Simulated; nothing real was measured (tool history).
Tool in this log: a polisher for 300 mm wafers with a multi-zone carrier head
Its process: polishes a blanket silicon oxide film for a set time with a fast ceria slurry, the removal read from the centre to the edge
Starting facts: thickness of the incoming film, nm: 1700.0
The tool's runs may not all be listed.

run,hour,flow of slurry (ml/min),pressure of the head's centre zone,pressure of the head's middle zone,pressure of the head's edge zone,polishing time (s),film removed at the wafer's centre (Å),film removed at mid-radius (Å),film removed at the wafer's edge (Å)
1,0,230,1,1,1,54,7296.5,7233.7,7358.2
2,5.5,230,1,0.94,1,54,7403.1,6884.9,7337.6
3,7,230,1,0.94,1.05,54,7359.6,6869.7,7507.5
4,10.4,230,1,0.98,1.05,54,7320.8,7055.6,7494
5,15.7,230,0.91,0.98,1.05,54,6651.7,7179.5,7447.8
6,17.2,230,0.91,1.04,1.05,54,6668.2,7503.3,7533.1
7,24.8,220,0.89,0.99,1,50,6084.3,6618.2,6751
8,32.2,210,0.87,0.98,0.97,47,5502.7,6152,6264.5
9,35.6,205,0.86,0.96,0.93,45,5217,5766.4,5791.8

What will run 10 give?
10,41.8,195,0.84,0.94,0.9,45,?,?,?

{"run 10": {"film removed at the wafer's centre (Å)": 5089.2, "film removed at mid-radius (Å)": 5578.2, "film removed at the wafer's edge (Å)": 5692.8}}

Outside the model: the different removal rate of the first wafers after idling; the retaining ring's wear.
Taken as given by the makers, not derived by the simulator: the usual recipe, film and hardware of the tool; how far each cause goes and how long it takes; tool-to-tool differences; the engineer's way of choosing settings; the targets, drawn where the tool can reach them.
